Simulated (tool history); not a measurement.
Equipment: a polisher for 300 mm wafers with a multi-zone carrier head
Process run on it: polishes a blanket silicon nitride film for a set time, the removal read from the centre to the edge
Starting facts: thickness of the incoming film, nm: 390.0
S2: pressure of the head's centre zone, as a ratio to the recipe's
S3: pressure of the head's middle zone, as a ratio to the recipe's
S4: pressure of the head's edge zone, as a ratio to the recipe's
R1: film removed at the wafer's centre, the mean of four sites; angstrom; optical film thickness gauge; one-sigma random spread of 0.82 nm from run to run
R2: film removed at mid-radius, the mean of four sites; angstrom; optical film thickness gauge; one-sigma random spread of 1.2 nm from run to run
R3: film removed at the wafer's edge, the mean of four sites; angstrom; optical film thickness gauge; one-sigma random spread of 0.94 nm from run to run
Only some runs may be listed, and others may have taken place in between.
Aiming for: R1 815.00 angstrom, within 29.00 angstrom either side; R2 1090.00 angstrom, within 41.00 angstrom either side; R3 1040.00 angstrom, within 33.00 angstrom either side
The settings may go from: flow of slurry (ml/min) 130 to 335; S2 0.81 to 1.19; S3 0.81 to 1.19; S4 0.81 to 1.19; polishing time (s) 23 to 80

Run 1, day 0.000: flow of slurry (ml/min) 215, S2 1.00, S3 1.00, S4 1.00, polishing time (s) 51. Result: R1 914.35 angstrom, R2 939.09 angstrom, R3 924.97 angstrom.
Run 2, day 0.275: flow of slurry (ml/min) 215, S2 1.00, S3 1.00, S4 0.94, polishing time (s) 51. Result: R1 923.61 angstrom, R2 919.50 angstrom, R3 898.92 angstrom.
Run 3, day 0.412: flow of slurry (ml/min) 215, S2 1.00, S3 1.00, S4 0.90, polishing time (s) 51. Result: R1 918.97 angstrom, R2 907.19 angstrom, R3 887.43 angstrom.
Run 4, day 0.479: flow of slurry (ml/min) 215, S2 1.00, S3 0.93, S4 0.90, polishing time (s) 51. Result: R1 928.68 angstrom, R2 850.47 angstrom, R3 885.76 angstrom.
Run 5, day 0.621: flow of slurry (ml/min) 220, S2 0.98, S3 0.94, S4 0.92, polishing time (s) 51. Result: R1 909.04 angstrom, R2 870.67 angstrom, R3 888.09 angstrom.
Run 6, day 0.712: flow of slurry (ml/min) 180, S2 0.98, S3 0.94, S4 0.92, polishing time (s) 51. Result: R1 891.23 angstrom, R2 843.81 angstrom, R3 880.10 angstrom.
Run 7, day 1.054: flow of slurry (ml/min) 185, S2 0.96, S3 0.95, S4 0.95, polishing time (s) 51. Result: R1 865.28 angstrom, R2 870.78 angstrom, R3 883.87 angstrom.
Run 8, day 1.196: flow of slurry (ml/min) 185, S2 0.95, S3 0.95, S4 0.98, polishing time (s) 52. Result: R1 893.22 angstrom, R2 879.63 angstrom, R3 922.92 angstrom.
Run 9, day 1.379: flow of slurry (ml/min) 190, S2 0.93, S3 0.97, S4 1.00, polishing time (s) 52. Result: R1 860.32 angstrom, R2 909.43 angstrom, R3 951.11 angstrom.
Run 10, day 1.450: flow of slurry (ml/min) 195, S2 0.92, S3 0.99, S4 1.00, polishing time (s) 52. Result: R1 847.17 angstrom, R2 930.94 angstrom, R3 919.19 angstrom.
Run 11, day 1.800: flow of slurry (ml/min) 195, S2 0.91, S3 1.00, S4 1.02, polishing time (s) 52. Result: R1 845.48 angstrom, R2 935.39 angstrom, R3 943.45 angstrom.
Run 12, day 1.971: flow of slurry (ml/min) 200, S2 0.90, S3 1.01, S4 1.03, polishing time (s) 52. Result: R1 832.82 angstrom, R2 935.61 angstrom, R3 944.24 angstrom.
Run 13, day 2.079: flow of slurry (ml/min) 200, S2 0.90, S3 1.02, S4 1.05, polishing time (s) 52. Result: R1 828.77 angstrom, R2 936.59 angstrom, R3 959.55 angstrom.
Run 14, day 2.104: flow of slurry (ml/min) 205, S2 0.90, S3 1.04, S4 1.06, polishing time (s) 52. Result: R1 842.95 angstrom, R2 974.10 angstrom, R3 964.14 angstrom.
Run 15, day 2.321: flow of slurry (ml/min) 205, S2 0.89, S3 1.05, S4 1.07, polishing time (s) 52. Result: R1 827.47 angstrom, R2 975.70 angstrom, R3 979.18 angstrom.
Run 16, day 2.592: flow of slurry (ml/min) 210, S2 0.89, S3 1.06, S4 1.08, polishing time (s) 52. Result: R1 817.70 angstrom, R2 971.42 angstrom, R3 992.59 angstrom.
Run 17, day 2.683: flow of slurry (ml/min) 210, S2 0.89, S3 1.07, S4 1.08, polishing time (s) 52. Result: R1 849.39 angstrom, R2 985.56 angstrom, R3 992.57 angstrom.
Run 18, day 2.842: flow of slurry (ml/min) 210, S2 0.88, S3 1.08, S4 1.09, polishing time (s) 52. Result: R1 814.85 angstrom, R2 1009.90 angstrom, R3 984.84 angstrom.
Run 19, day 3.208: flow of slurry (ml/min) 215, S2 0.88, S3 1.09, S4 1.10, polishing time (s) 52. Result: R1 820.83 angstrom, R2 1009.00 angstrom, R3 990.62 angstrom.
Run 20, day 3.338: flow of slurry (ml/min) 215, S2 0.88, S3 1.10, S4 1.11, polishing time (s) 52. Result: R1 826.49 angstrom, R2 1037.70 angstrom, R3 992.86 angstrom.
Run 21, day 3.362: flow of slurry (ml/min) 215, S2 0.88, S3 1.10, S4 1.12, polishing time (s) 52. Result: R1 820.12 angstrom, R2 1009.70 angstrom, R3 1001.20 angstrom.

Pick the move, out of 4, that brings all results within their allowed miss; only one does.
Run A, day 3.388: flow of slurry (ml/min) 170, S2 0.81, S3 1.17, S4 1.02, polishing time (s) 58. Result: R1 ?, R2 ?, R3 ?.
Run B, day 3.388: flow of slurry (ml/min) 240, S2 0.82, S3 1.11, S4 1.10, polishing time (s) 54. Result: R1 ?, R2 ?, R3 ?.
Run C, day 3.388: flow of slurry (ml/min) 210, S2 0.92, S3 1.10, S4 1.10, polishing time (s) 51. Result: R1 ?, R2 ?, R3 ?.
Run D, day 3.388: flow of slurry (ml/min) 230, S2 0.81, S3 1.19, S4 1.07, polishing time (s) 51. Result: R1 ?, R2 ?, R3 ?.

move      R1       R2       R3
   A  824.49  1172.80  1040.00
   B  810.35  1083.80  1035.00
   C  846.35  1001.10   967.51
   D  752.73  1082.20   959.87
A: takes the result that was furthest off past its target
B: all results land within tolerance of their targets
C: lands further from the targets than the last run did
D: the furthest-off result lands on target, but another misses its tolerance
The right move is B.
